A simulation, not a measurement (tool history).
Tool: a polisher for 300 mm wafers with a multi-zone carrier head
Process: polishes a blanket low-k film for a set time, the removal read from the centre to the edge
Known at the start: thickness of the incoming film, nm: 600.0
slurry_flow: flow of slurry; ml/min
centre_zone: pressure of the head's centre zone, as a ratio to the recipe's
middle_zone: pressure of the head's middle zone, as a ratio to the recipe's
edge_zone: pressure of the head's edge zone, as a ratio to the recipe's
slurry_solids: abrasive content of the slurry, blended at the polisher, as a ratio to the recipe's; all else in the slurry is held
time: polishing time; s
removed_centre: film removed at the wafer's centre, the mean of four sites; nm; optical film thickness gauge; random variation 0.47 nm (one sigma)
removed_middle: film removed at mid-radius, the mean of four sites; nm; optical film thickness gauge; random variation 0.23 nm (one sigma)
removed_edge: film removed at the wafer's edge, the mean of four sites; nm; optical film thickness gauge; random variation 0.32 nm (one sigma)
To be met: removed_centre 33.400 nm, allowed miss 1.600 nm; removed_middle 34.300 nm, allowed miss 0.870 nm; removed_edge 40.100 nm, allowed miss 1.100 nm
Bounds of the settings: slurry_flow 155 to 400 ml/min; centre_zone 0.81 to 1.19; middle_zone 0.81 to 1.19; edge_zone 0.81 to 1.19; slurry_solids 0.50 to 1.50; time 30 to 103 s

run	day	slurry_flow	centre_zone	middle_zone	edge_zone	slurry_solids	time	removed_centre	removed_middle	removed_edge
1	0.000	255	1.00	1.00	1.00	1.00	66	29.943	31.773	30.623
2	0.221	255	1.00	1.00	1.00	1.00	60	27.707	28.752	28.484
3	0.358	205	1.00	1.00	1.00	1.00	60	26.454	28.102	27.545
4	0.608	230	0.99	0.98	1.05	1.10	60	28.893	29.564	30.748
5	0.721	250	0.97	0.98	1.08	1.15	60	29.155	30.981	31.969
6	1.012	255	0.96	0.96	1.11	1.20	60	29.298	31.315	33.049
7	1.300	250	0.96	0.94	1.13	1.25	60	29.978	31.290	34.109
8	1.621	250	0.95	0.93	1.14	1.30	60	31.165	31.752	34.404
9	1.771	255	0.92	0.90	1.15	1.35	61	30.308	31.838	36.575

5 next moves are on the table. One of them brings every result within its allowed miss. Which?
A	1.921	265	0.88	0.82	1.07	1.50	70	?	?	?
B	1.921	300	0.94	0.90	1.19	1.45	63	?	?	?
C	1.921	250	1.08	1.00	1.12	1.35	56	?	?	?
D	1.921	245	0.92	0.90	1.18	1.10	65	?	?	?
E	1.921	235	0.87	0.99	1.12	1.40	55	?	?	?

move	removed_centre	removed_middle	removed_edge
A	35.046	35.119	42.471
B	33.764	34.093	40.169
C	32.677	31.360	32.928
D	28.831	29.828	35.185
E	26.002	30.833	32.685
A: takes the result that was furthest off past its target
B: meets every target
C: further off than the last run
D: further off than the last run
E: further off than the last run
Answer: B
